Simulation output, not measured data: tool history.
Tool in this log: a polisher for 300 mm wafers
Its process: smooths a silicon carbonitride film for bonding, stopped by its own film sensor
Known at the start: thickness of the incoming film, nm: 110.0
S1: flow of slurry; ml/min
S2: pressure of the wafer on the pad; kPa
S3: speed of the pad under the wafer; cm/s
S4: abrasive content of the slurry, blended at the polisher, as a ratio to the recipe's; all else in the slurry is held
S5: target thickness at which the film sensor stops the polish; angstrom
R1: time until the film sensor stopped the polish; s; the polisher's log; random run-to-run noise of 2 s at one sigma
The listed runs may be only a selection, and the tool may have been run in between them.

run,hour,S1,S2,S3,S4,S5,R1
1,0,165,18.6,74,1,910,94.18
2,2,165,18.6,84,1,910,85.133
3,9.9,165,18.6,84,1,910,84.851
4,11,165,18.6,66,1,910,104.8
5,19.9,165,18.6,66,1,900,112.67
6,26.9,165,18.6,66,1,910,105.53
7,33.6,165,17.9,66,1,910,110.13
8,39,165,17.2,66,1,910,109.71

What will run 9 give?
9,40.1,165,16.5,66,1,910,?

{"run 9": {"R1": 115.57}}

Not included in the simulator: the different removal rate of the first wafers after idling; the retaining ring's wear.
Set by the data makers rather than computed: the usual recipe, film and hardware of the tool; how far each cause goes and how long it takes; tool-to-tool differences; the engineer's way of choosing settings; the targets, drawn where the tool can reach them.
